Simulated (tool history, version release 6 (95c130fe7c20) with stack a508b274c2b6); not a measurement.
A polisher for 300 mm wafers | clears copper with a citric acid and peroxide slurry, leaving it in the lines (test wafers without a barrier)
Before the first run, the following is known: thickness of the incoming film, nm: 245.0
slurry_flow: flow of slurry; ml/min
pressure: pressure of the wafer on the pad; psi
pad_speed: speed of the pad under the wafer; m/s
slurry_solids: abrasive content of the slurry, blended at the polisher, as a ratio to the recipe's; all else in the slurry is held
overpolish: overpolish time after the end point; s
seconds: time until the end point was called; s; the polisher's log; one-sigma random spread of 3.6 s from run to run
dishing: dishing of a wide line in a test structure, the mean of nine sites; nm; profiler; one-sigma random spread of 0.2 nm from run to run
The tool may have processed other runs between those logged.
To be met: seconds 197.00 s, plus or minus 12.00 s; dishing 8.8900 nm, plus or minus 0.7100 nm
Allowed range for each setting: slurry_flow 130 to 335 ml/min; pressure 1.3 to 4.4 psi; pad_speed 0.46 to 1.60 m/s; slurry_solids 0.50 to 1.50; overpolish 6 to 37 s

{"run": 1, "day": 0.0, "slurry_flow": 215, "pressure": 2.8, "pad_speed": 1.02, "slurry_solids": 1.0, "overpolish": 19, "seconds": 112.28, "dishing": 25.041}
{"run": 2, "day": 0.317, "slurry_flow": 215, "pressure": 2.8, "pad_speed": 1.02, "slurry_solids": 1.0, "overpolish": 13, "seconds": 114.12, "dishing": 17.646}
{"run": 3, "day": 0.65, "slurry_flow": 215, "pressure": 2.5, "pad_speed": 1.0, "slurry_solids": 1.0, "overpolish": 12, "seconds": 120.08, "dishing": 14.961}
{"run": 4, "day": 0.971, "slurry_flow": 215, "pressure": 2.0, "pad_speed": 1.0, "slurry_solids": 1.0, "overpolish": 12, "seconds": 136.98, "dishing": 13.082}
{"run": 5, "day": 1.104, "slurry_flow": 215, "pressure": 1.5, "pad_speed": 1.0, "slurry_solids": 1.0, "overpolish": 12, "seconds": 166.58, "dishing": 11.559}
{"run": 6, "day": 1.283, "slurry_flow": 215, "pressure": 1.3, "pad_speed": 1.0, "slurry_solids": 1.0, "overpolish": 12, "seconds": 179.94, "dishing": 10.623}
{"run": 7, "day": 1.4, "slurry_flow": 215, "pressure": 1.3, "pad_speed": 0.98, "slurry_solids": 1.0, "overpolish": 12, "seconds": 176.29, "dishing": 11.013}
{"run": 8, "day": 1.688, "slurry_flow": 215, "pressure": 1.3, "pad_speed": 0.94, "slurry_solids": 1.0, "overpolish": 11, "seconds": 181.38, "dishing": 9.4055}

Below are 5 possible settings for the next run. Only one of them brings all results inside the allowed miss of their targets. Which is it?
{"run": "A", "day": 1.975, "slurry_flow": 210, "pressure": 1.7, "pad_speed": 1.0, "slurry_solids": 1.1, "overpolish": 9, "seconds": "?", "dishing": "?"}
{"run": "B", "day": 1.975, "slurry_flow": 235, "pressure": 1.4, "pad_speed": 1.04, "slurry_solids": 1.0, "overpolish": 9, "seconds": "?", "dishing": "?"}
{"run": "C", "day": 1.975, "slurry_flow": 235, "pressure": 1.5, "pad_speed": 0.86, "slurry_solids": 1.25, "overpolish": 12, "seconds": "?", "dishing": "?"}
{"run": "D", "day": 1.975, "slurry_flow": 170, "pressure": 1.5, "pad_speed": 1.0, "slurry_solids": 0.95, "overpolish": 9, "seconds": "?", "dishing": "?"}
{"run": "E", "day": 1.975, "slurry_flow": 250, "pressure": 1.3, "pad_speed": 0.8, "slurry_solids": 1.2, "overpolish": 11, "seconds": "?", "dishing": "?"}

move=A seconds=148.75 dishing=9.3906
move=B seconds=160.37 dishing=8.7214
move=C seconds=168.28 dishing=10.9600
move=D seconds=171.46 dishing=8.1870
move=E seconds=189.10 dishing=9.0205
A: moves away from the targets compared with the last run
B: moves away from the targets compared with the last run
C: moves away from the targets compared with the last run
D: moves away from the targets compared with the last run
E: all results land within tolerance of their targets
The move that meets every target is E.
